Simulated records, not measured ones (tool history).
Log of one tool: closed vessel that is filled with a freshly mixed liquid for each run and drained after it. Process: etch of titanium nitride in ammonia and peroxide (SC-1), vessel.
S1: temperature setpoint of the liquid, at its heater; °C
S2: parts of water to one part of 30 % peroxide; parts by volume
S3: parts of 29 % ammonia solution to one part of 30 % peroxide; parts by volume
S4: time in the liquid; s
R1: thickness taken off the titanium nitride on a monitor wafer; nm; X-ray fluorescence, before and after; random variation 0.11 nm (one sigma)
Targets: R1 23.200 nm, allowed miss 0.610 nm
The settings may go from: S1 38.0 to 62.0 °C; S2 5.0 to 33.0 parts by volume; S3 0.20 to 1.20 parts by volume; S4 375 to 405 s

{"run": 1, "day": 0.0, "S1": 46.0, "S2": 18.5, "S3": 0.75, "S4": 375, "R1": 13.55}
{"run": 2, "day": 0.2, "S1": 46.0, "S2": 18.5, "S3": 0.6, "S4": 375, "R1": 12.967}
{"run": 3, "day": 0.262, "S1": 48.0, "S2": 18.5, "S3": 0.6, "S4": 375, "R1": 15.133}
{"run": 4, "day": 0.342, "S1": 48.0, "S2": 18.5, "S3": 0.5, "S4": 375, "R1": 14.489}
{"day": 0.533, "done": "new drum of ammonia solution connected"}
{"run": 5, "day": 0.533, "S1": 45.5, "S2": 18.5, "S3": 0.5, "S4": 375, "R1": 12.454}
{"run": 6, "day": 0.658, "S1": 45.5, "S2": 18.5, "S3": 0.5, "S4": 405, "R1": 13.384}
{"run": 7, "day": 1.025, "S1": 47.5, "S2": 18.5, "S3": 0.5, "S4": 405, "R1": 15.453}
{"run": 8, "day": 1.117, "S1": 49.0, "S2": 18.5, "S3": 0.5, "S4": 405, "R1": 17.087}
{"run": 9, "day": 1.454, "S1": 50.0, "S2": 18.5, "S3": 0.5, "S4": 405, "R1": 18.24}
{"run": 10, "day": 1.8, "S1": 51.0, "S2": 18.5, "S3": 0.5, "S4": 405, "R1": 19.733}

Which of these 5 next moves meets every target?
{"run": "A", "day": 2.146, "S1": 52.5, "S2": 16.5, "S3": 0.5, "S4": 405, "R1": "?"}
{"run": "B", "day": 2.146, "S1": 53.0, "S2": 18.5, "S3": 0.75, "S4": 405, "R1": "?"}
{"run": "C", "day": 2.146, "S1": 53.0, "S2": 21.0, "S3": 0.55, "S4": 405, "R1": "?"}
{"run": "D", "day": 2.146, "S1": 52.0, "S2": 17.5, "S3": 0.4, "S4": 405, "R1": "?"}
{"run": "E", "day": 2.146, "S1": 50.5, "S2": 16.0, "S3": 0.65, "S4": 405, "R1": "?"}

move=A R1=23.319
move=B R1=24.385
move=C R1=21.485
move=D R1=20.926
move=E R1=21.660
A: meets every target
B: takes the result that was furthest off past its target
C: nearer than the last run, and not there yet
D: nearer than the last run, and not there yet
E: nearer than the last run, and not there yet
The right move is A.
